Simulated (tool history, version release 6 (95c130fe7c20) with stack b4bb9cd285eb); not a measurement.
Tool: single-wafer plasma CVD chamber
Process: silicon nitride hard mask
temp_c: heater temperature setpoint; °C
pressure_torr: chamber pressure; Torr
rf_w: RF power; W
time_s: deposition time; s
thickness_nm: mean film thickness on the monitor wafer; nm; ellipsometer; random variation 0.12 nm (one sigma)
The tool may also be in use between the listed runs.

run  hour  temp_c  pressure_torr  rf_w  time_s  thickness_nm
  1   0.0     390           1.17   295    40.4        41.411
  2   2.9     390           1.23   300    40.4        42.892
  3   5.2     390           1.23   300    38.6        40.873
  4   6.6     390           1.23   300    40.4        42.844
  5   9.4     390           1.23   300    40.4        42.961
  6  12.3     390           1.23   285    40.4        40.777
  7  18.7     390           1.29   290    40.4        42.189
  8  26.0     390           1.34   295    40.4        43.147
  9  33.7     390           1.38   300    40.4        44.240
 10  35.6     390           1.41   300    40.4        44.665
 11  44.6     390           1.43   300    40.4        44.714
 12  47.5     390           1.45   300    40.4        44.773

The next listed run, before its measurement:
 13  53.0     390           1.47   300    40.4             ?

thickness_nm: 45.168 nm
